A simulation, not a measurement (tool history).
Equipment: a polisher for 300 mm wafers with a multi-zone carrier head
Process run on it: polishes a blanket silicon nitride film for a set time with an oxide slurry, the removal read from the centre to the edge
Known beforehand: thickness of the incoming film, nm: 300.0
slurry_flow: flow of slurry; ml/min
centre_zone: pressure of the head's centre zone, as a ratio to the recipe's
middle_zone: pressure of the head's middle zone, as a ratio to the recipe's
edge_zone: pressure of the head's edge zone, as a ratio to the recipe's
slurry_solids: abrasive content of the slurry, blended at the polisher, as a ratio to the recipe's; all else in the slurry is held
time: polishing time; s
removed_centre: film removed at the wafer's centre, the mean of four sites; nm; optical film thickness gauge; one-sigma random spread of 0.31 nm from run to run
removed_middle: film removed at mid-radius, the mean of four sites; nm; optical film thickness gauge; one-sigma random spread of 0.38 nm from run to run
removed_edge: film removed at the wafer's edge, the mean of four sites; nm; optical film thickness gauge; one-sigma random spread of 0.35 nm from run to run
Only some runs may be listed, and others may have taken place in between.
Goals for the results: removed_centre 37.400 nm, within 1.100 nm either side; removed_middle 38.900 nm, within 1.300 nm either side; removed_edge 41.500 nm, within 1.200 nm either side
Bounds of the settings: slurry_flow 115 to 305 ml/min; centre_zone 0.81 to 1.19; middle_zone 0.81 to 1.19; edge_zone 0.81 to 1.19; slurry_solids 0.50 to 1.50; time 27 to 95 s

run,hour,slurry_flow,centre_zone,middle_zone,edge_zone,slurry_solids,time,removed_centre,removed_middle,removed_edge
1,0.0,195,1.00,1.00,1.00,1.00,61,50.709,51.840,52.120
2,6.6,160,1.00,1.00,1.00,1.00,61,48.730,50.633,51.014
3,9.7,160,0.98,0.98,0.98,0.95,61,47.663,48.886,50.315
4,14.0,160,0.98,0.98,0.94,0.95,61,46.969,48.724,49.219
5,21.8,160,0.97,0.97,0.93,0.90,61,46.750,47.394,47.615
6,26.8,160,1.06,0.97,0.93,0.90,61,50.194,47.229,48.451
7,28.6,155,1.02,0.96,0.93,0.85,61,46.797,45.196,46.694
8,31.9,155,1.02,0.96,0.93,0.85,61,47.146,45.159,46.809
9,35.8,150,0.99,0.95,0.92,0.80,61,44.509,44.843,45.215

Of the 4 settings listed for the next run, only one would bring every result within its allowed miss of target. Which one?
A,39.7,115,0.97,0.81,1.02,1.25,52,?,?,?
B,39.7,130,0.89,1.01,0.95,0.75,57,?,?,?
C,39.7,175,0.91,0.91,0.95,1.15,48,?,?,?
D,39.7,120,0.92,1.03,0.90,0.75,60,?,?,?

move,removed_centre,removed_middle,removed_edge
A,39.668,35.115,45.442
B,35.485,40.901,42.000
C,37.572,38.482,42.387
D,37.655,42.808,42.442
A: nearer than the last run, and not there yet
B: pushes the last run's worst result past its target
C: every result lands within tolerance
D: brings the result that was furthest off to its target, and leaves another outside
The right move is C.

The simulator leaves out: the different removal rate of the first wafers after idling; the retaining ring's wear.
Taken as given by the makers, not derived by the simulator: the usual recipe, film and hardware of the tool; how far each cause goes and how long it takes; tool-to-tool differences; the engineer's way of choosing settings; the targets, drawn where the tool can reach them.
